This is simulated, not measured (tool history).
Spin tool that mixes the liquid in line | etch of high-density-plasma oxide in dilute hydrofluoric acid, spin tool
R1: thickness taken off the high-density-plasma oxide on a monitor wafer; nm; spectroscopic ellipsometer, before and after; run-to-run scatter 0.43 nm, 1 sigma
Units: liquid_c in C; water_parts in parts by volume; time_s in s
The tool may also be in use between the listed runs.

run 1 hour=0.0 | liquid_c=21.0 water_parts=45 time_s=285 | R1=36.482
run 2 hour=7.4 | liquid_c=23.0 water_parts=45 time_s=285 | R1=39.200
run 3 hour=8.6 | liquid_c=23.0 water_parts=60 time_s=285 | R1=28.853
run 4 hour=17.2 | liquid_c=24.5 water_parts=55 time_s=285 | R1=34.196
run 5 hour=23.6 | liquid_c=25.5 water_parts=50 time_s=285 | R1=38.601
run 6 hour=31.6 | liquid_c=25.5 water_parts=50 time_s=305 | R1=41.946

Run 7, settings as shown, results not yet in. Your forecast:
run 7 hour=33.4 | liquid_c=26.5 water_parts=45 time_s=305 | R1=?

{"run 7": {"R1": 48.348}}
